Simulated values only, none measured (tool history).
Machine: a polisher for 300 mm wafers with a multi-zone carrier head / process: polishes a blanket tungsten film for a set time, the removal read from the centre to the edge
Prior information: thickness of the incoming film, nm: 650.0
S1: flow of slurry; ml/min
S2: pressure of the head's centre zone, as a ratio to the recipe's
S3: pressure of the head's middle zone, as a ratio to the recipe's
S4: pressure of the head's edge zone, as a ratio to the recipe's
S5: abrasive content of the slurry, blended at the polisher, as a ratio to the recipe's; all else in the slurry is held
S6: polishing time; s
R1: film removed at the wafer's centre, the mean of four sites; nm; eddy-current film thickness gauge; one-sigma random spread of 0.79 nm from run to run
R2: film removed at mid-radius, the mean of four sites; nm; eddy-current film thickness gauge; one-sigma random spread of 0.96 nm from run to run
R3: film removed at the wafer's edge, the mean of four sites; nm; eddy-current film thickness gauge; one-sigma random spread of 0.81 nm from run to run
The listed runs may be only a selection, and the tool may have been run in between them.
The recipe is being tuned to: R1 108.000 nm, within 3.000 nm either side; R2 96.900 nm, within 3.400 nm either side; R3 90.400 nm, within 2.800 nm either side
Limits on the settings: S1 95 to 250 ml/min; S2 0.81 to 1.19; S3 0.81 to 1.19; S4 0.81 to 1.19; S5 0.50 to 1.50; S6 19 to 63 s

{"run": 1, "hour": 0.0, "S1": 160, "S2": 1.0, "S3": 1.0, "S4": 1.0, "S5": 1.0, "S6": 41, "R1": 184.41, "R2": 197.29, "R3": 186.59}
{"run": 2, "hour": 1.7, "S1": 160, "S2": 1.03, "S3": 0.98, "S4": 0.95, "S5": 0.85, "S6": 34, "R1": 151.32, "R2": 150.09, "R3": 145.12}
{"run": 3, "hour": 8.0, "S1": 190, "S2": 1.03, "S3": 0.98, "S4": 0.95, "S5": 0.85, "S6": 34, "R1": 157.41, "R2": 155.38, "R3": 148.4}
{"run": 4, "hour": 9.0, "S1": 190, "S2": 0.98, "S3": 0.98, "S4": 0.95, "S5": 0.85, "S6": 34, "R1": 151.14, "R2": 155.52, "R3": 147.47}
{"run": 5, "hour": 10.0, "S1": 190, "S2": 0.98, "S3": 0.98, "S4": 0.95, "S5": 0.85, "S6": 30, "R1": 132.3, "R2": 138.55, "R3": 133.93}
{"run": 6, "hour": 12.3, "S1": 190, "S2": 1.01, "S3": 0.98, "S4": 0.91, "S5": 0.75, "S6": 27, "R1": 118.56, "R2": 119.15, "R3": 111.36}
{"run": 7, "hour": 14.5, "S1": 170, "S2": 1.03, "S3": 0.97, "S4": 0.88, "S5": 0.7, "S6": 27, "R1": 118.53, "R2": 116.12, "R3": 107.19}
{"run": 8, "hour": 18.3, "S1": 160, "S2": 1.04, "S3": 0.95, "S4": 0.86, "S5": 0.65, "S6": 27, "R1": 114.67, "R2": 109.73, "R3": 105.22}
{"run": 9, "hour": 21.8, "S1": 150, "S2": 1.14, "S3": 0.99, "S4": 0.81, "S5": 0.5, "S6": 22, "R1": 95.504, "R2": 86.84, "R3": 76.335}
{"run": 10, "hour": 28.5, "S1": 170, "S2": 1.13, "S3": 0.98, "S4": 0.84, "S5": 0.5, "S6": 22, "R1": 96.176, "R2": 87.671, "R3": 79.585}
{"run": 11, "hour": 37.4, "S1": 175, "S2": 1.14, "S3": 0.98, "S4": 0.87, "S5": 0.55, "S6": 22, "R1": 99.527, "R2": 89.692, "R3": 83.089}
{"run": 12, "hour": 44.3, "S1": 220, "S2": 1.15, "S3": 1.0, "S4": 0.93, "S5": 0.55, "S6": 22, "R1": 105.53, "R2": 95.073, "R3": 87.414}

Exactly one of the 5 candidate moves below puts every result within its allowed miss. Which one?
{"run": "A", "hour": 51.2, "S1": 245, "S2": 1.12, "S3": 1.07, "S4": 0.92, "S5": 0.5, "S6": 23, "R1": "?", "R2": "?", "R3": "?"}
{"run": "B", "hour": 51.2, "S1": 170, "S2": 1.19, "S3": 1.03, "S4": 0.98, "S5": 0.65, "S6": 22, "R1": "?", "R2": "?", "R3": "?"}
{"run": "C", "hour": 51.2, "S1": 205, "S2": 1.09, "S3": 0.96, "S4": 0.95, "S5": 0.5, "S6": 25, "R1": "?", "R2": "?", "R3": "?"}
{"run": "D", "hour": 51.2, "S1": 220, "S2": 1.17, "S3": 0.95, "S4": 0.92, "S5": 0.55, "S6": 22, "R1": "?", "R2": "?", "R3": "?"}
{"run": "E", "hour": 51.2, "S1": 210, "S2": 1.08, "S3": 1.07, "S4": 0.95, "S5": 0.6, "S6": 22, "R1": "?", "R2": "?", "R3": "?"}

move=A R1=105.910 R2=104.490 R3=89.162
move=B R1=107.180 R2=97.139 R3=89.513
move=C R1=109.100 R2=101.190 R3=96.764
move=D R1=106.220 R2=91.034 R3=86.354
move=E R1=99.580 R2=102.030 R3=88.794
A: brings the last run's worst result on target, with another outside its allowed miss
B: every result within its allowed miss
C: moves the result that the last run missed by most past its target, out the other side
D: moves away from the targets compared with the last run
E: brings the last run's worst result on target, with another outside its allowed miss
So the answer is move B, the one that meets all the targets.
